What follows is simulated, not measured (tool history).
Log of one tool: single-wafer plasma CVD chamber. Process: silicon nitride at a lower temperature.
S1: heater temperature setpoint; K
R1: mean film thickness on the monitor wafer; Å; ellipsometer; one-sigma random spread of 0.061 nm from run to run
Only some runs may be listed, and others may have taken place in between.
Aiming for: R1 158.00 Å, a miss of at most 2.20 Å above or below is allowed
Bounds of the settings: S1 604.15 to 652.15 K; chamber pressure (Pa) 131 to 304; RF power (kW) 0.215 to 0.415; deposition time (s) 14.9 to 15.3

Run 1, day 0.000: S1 628.15 K, chamber pressure (Pa) 217, RF power (kW) 0.315, deposition time (s) 14.9. Result: R1 189.46 Å.
Run 2, day 0.142: S1 628.15 K, chamber pressure (Pa) 217, RF power (kW) 0.315, deposition time (s) 15.3. Result: R1 193.75 Å.
Run 3, day 0.300: S1 628.15 K, chamber pressure (Pa) 237, RF power (kW) 0.315, deposition time (s) 15.3. Result: R1 199.77 Å.
Run 4, day 0.338: S1 637.15 K, chamber pressure (Pa) 237, RF power (kW) 0.315, deposition time (s) 15.3. Result: R1 200.34 Å.
Run 5, day 0.525: S1 631.15 K, chamber pressure (Pa) 237, RF power (kW) 0.315, deposition time (s) 15.3. Result: R1 200.21 Å.
Run 6, day 0.833: S1 637.15 K, chamber pressure (Pa) 237, RF power (kW) 0.315, deposition time (s) 15.3. Result: R1 199.34 Å.
Run 7, day 1.096: S1 637.15 K, chamber pressure (Pa) 207, RF power (kW) 0.300, deposition time (s) 15.3. Result: R1 185.82 Å.
Run 8, day 1.454: S1 637.15 K, chamber pressure (Pa) 185, RF power (kW) 0.290, deposition time (s) 15.3. Result: R1 174.23 Å.
Run 9, day 1.800: S1 637.15 K, chamber pressure (Pa) 169, RF power (kW) 0.285, deposition time (s) 15.3. Result: R1 167.05 Å.
Run 10, day 2.029: S1 637.15 K, chamber pressure (Pa) 160, RF power (kW) 0.285, deposition time (s) 15.3. Result: R1 165.72 Å.
At day 2.075: capacitance manometer re-zeroed and calibrated.
Run 11, day 2.075: S1 637.15 K, chamber pressure (Pa) 131, RF power (kW) 0.275, deposition time (s) 15.3. Result: R1 146.33 Å.
Run 12, day 2.425: S1 638.15 K, chamber pressure (Pa) 139, RF power (kW) 0.275, deposition time (s) 15.3. Result: R1 150.56 Å.

Next run, 4 choices. One meets every target within its allowed miss, the rest don't. Which?
Run A, day 2.775: S1 639.15 K, chamber pressure (Pa) 147, RF power (kW) 0.285, deposition time (s) 15.3. Result: R1 ?.
Run B, day 2.775: S1 630.15 K, chamber pressure (Pa) 175, RF power (kW) 0.265, deposition time (s) 14.9. Result: R1 ?.
Run C, day 2.775: S1 640.15 K, chamber pressure (Pa) 149, RF power (kW) 0.295, deposition time (s) 15.3. Result: R1 ?.
Run D, day 2.775: S1 645.15 K, chamber pressure (Pa) 155, RF power (kW) 0.260, deposition time (s) 14.9. Result: R1 ?.

move      R1
   A  157.60
   B  153.51
   C  162.71
   D  144.93
A: all results land within tolerance of their targets
B: gains on the last run, yet a result remains outside its allowed miss
C: takes the result that was furthest off past its target
D: its largest miss is bigger than the last run's
Move A is the one to make.

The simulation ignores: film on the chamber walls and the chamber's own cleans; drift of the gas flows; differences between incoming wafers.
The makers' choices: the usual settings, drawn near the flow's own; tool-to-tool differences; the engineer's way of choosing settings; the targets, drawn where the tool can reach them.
